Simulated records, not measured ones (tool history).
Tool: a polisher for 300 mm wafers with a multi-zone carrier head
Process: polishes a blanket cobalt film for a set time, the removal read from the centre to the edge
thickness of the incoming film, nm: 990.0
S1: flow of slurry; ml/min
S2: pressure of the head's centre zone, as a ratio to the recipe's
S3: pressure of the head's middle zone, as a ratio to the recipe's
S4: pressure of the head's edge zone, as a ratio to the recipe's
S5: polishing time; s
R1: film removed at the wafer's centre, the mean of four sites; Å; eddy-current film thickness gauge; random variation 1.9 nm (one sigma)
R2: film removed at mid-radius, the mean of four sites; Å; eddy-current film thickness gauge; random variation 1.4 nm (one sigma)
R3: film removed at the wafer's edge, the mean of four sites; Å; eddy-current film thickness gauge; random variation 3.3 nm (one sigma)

Run 1, hour 0: S1 255 ml/min, S2 1, S3 1, S4 1, S5 58 s. Result: R1 4118 Å, R2 4026.6 Å, R3 4084 Å.
Run 2, hour 5.3: S1 250 ml/min, S2 0.99, S3 0.98, S4 1, S5 55 s. Result: R1 3930.9 Å, R2 3751.9 Å, R3 3843.5 Å.
Run 3, hour 11.6: S1 245 ml/min, S2 0.97, S3 0.96, S4 1.01, S5 52 s. Result: R1 3610.3 Å, R2 3498.8 Å, R3 3659.8 Å.
Run 4, hour 12.7: S1 240 ml/min, S2 0.96, S3 0.94, S4 1.02, S5 49 s. Result: R1 3321.3 Å, R2 3240 Å, R3 3461.3 Å.
Run 5, hour 19.2: S1 235 ml/min, S2 0.96, S3 0.92, S4 1.02, S5 47 s. Result: R1 3218.4 Å, R2 3017.4 Å, R3 3295.7 Å.
Run 6, hour 22.5: S1 235 ml/min, S2 0.91, S3 0.92, S4 1.02, S5 47 s. Result: R1 3051.5 Å, R2 2984.9 Å, R3 3232 Å.

Forecast run 7:
Run 7, hour 25.3: S1 230 ml/min, S2 0.91, S3 0.91, S4 1.02, S5 45 s. Result: R1 ?, R2 ?, R3 ?.

R1: 2880.8 Å
R2: 2888 Å
R3: 3132.4 Å
